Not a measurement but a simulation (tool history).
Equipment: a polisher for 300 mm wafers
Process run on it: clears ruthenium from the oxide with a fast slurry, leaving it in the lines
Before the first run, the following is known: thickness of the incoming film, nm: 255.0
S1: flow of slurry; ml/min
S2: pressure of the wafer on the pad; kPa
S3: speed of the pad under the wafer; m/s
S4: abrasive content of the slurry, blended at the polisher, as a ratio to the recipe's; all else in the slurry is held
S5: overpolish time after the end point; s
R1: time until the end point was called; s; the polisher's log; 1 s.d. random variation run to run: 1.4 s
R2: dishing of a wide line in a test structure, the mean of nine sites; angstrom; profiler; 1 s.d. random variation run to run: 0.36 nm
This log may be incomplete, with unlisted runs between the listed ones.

run,hour,S1,S2,S3,S4,S5,R1,R2
1,0,290,13.1,1.1,1,27,67.089,640.11
2,8.9,290,13.1,0.92,1,27,75.854,573.56
3,9.7,290,11.7,0.9,1,24,89.28,493.08
4,14.1,290,14.5,0.9,1,24,72.8,574.04
5,19.3,290,14.5,0.9,1,33,70.417,679.57
6,26.7,290,13.1,0.9,1,33,79.288,651.15
7,31.1,290,11.7,0.88,1,27,89.049,536.55

Forecast run 8:
8,37.9,290,11,0.86,1,22,?,?

{"run 8": {"R1": 94.705, "R2": 436.94}}

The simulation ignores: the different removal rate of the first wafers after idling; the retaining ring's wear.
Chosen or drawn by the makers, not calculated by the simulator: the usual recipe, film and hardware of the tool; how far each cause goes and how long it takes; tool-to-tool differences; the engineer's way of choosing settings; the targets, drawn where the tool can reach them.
